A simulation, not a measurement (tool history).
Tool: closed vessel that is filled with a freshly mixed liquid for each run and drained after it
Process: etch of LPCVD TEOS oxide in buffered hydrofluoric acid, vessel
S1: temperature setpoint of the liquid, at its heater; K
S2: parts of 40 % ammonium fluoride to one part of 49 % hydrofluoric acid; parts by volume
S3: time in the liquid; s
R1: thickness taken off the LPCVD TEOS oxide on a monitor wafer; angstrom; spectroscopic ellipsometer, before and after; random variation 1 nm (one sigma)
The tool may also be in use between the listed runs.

run	hour	S1	S2	S3	R1
1	0	294.15	17	30	850.98
2	8.2	294.15	20.5	30	717.15
3	12.1	296.15	20	30	827.56
4	18.6	297.65	20	30	869.59
5	26.2	297.65	20	30	886.4
6	33.5	297.65	20	30	866.63

Forecast run 7:
7	36.7	298.65	19.5	30	?

R1: 942.98 angstrom

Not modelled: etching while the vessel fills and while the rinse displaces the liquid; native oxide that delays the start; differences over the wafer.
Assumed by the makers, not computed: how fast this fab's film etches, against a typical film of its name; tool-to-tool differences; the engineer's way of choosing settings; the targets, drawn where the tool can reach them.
